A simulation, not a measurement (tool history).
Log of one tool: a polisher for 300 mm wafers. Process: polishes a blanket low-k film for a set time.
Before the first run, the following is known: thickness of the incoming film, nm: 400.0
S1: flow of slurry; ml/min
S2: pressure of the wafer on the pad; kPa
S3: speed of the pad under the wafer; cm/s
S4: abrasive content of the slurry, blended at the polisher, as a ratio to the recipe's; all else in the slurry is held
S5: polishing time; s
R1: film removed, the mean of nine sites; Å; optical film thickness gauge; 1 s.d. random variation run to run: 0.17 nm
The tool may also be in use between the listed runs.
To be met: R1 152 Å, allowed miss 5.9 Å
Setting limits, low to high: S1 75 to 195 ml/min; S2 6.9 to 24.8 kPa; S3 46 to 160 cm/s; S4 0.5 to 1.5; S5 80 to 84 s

| run | day | S1 | S2 | S3 | S4 | S5 | R1 |
|---|---|---|---|---|---|---|---|
| 1 | 0 | 125 | 15.9 | 102 | 1 | 80 | 402.41 |
| 2 | 0.108 | 120 | 14.5 | 94 | 1 | 80 | 334.91 |
| 3 | 0.254 | 115 | 13.1 | 90 | 1 | 80 | 290.75 |
| 4 | 0.512 | 115 | 13.1 | 116 | 1 | 80 | 350.5 |
| 5 | 0.608 | 115 | 13.1 | 116 | 1 | 84 | 375.01 |
| 6 | 0.883 | 85 | 13.1 | 116 | 1 | 84 | 339.17 |
| 7 | 1.167 | 85 | 12.4 | 108 | 1 | 84 | 305.19 |
| 8 | 1.217 | 85 | 11.7 | 102 | 1 | 84 | 277.15 |
| 9 | 1.267 | 85 | 11 | 98 | 1 | 84 | 248.37 |
| 10 | 1.35 | 85 | 10.3 | 96 | 1 | 84 | 235.42 |
| 11 | 1.621 | 85 | 9.7 | 94 | 1 | 84 | 215.83 |
| 12 | 1.854 | 85 | 9 | 92 | 1 | 84 | 201.71 |
| 13 | 2.1 | 85 | 8.3 | 90 | 1 | 84 | 184.22 |
| 14 | 2.267 | 85 | 8.3 | 88 | 1 | 84 | 182.15 |

4 candidate next runs follow, results not yet known. Just one meets every target within its allowed miss. Identify it.
| A | 2.433 | 100 | 9.7 | 108 | 0.85 | 84 | ? |
| B | 2.433 | 100 | 9 | 78 | 0.9 | 84 | ? |
| C | 2.433 | 85 | 6.9 | 86 | 1.15 | 81 | ? |
| D | 2.433 | 75 | 11 | 80 | 0.95 | 84 | ? |

| move | R1 |
|---|---|
| A | 240.79 |
| B | 176.67 |
| C | 149.16 |
| D | 203.03 |
A: its largest miss is bigger than the last run's
B: an improvement on the last run, though not all results are within tolerance
C: all results land within tolerance of their targets
D: its largest miss is bigger than the last run's
C is the move that brings every result within its allowed miss.
